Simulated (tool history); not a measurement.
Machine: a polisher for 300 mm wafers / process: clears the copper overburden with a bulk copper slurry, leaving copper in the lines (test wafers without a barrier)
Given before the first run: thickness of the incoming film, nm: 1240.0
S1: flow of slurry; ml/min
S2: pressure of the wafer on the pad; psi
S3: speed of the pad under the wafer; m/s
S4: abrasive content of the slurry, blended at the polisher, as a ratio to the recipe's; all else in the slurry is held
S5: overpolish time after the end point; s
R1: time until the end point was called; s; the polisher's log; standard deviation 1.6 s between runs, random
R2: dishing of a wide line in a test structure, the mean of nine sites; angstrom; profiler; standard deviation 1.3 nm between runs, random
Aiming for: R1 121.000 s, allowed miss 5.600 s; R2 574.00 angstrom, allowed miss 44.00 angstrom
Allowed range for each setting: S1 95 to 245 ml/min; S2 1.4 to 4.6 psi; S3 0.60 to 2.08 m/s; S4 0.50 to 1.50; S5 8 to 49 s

run	hour	S1	S2	S3	S4	S5	R1	R2
1	0.0	155	3.0	1.34	1.00	25	94.194	1088.00
2	2.8	155	3.0	1.14	1.00	25	102.510	1109.00
3	4.9	155	3.0	1.26	1.00	25	96.896	1049.80
4	12.8	155	2.6	1.26	1.00	25	111.450	1015.90
# hour 13.4: slurry nozzle cleaned
5	13.4	155	2.6	1.10	1.00	25	111.790	1045.60
6	21.7	190	2.6	1.10	1.00	25	111.820	981.37
7	25.7	205	2.3	1.30	0.90	20	116.600	888.60
8	31.3	215	2.0	1.48	0.85	17	120.730	783.88
9	39.3	225	1.8	1.66	0.75	14	123.430	651.68
10	41.8	225	1.8	1.68	0.70	12	124.890	633.10
11	50.8	235	1.4	1.92	0.65	8	146.170	429.45

Which one of the following 4 next-run settings gets every result inside its allowed miss? There is exactly one.
A	59.8	245	1.9	1.96	0.65	9	?	?
B	59.8	230	1.7	1.66	1.00	10	?	?
C	59.8	245	1.6	2.08	0.90	10	?	?
D	59.8	245	1.7	2.06	0.55	8	?	?

move	R1	R2
A	104.170	590.96
B	119.750	568.63
C	109.410	596.13
D	115.600	500.92
A: carries the result that was furthest off beyond its target, to the other side
B: all results in spec
C: carries the result that was furthest off beyond its target, to the other side
D: corrects the largest miss of the last run, while another result sits out of spec
B meets every target.
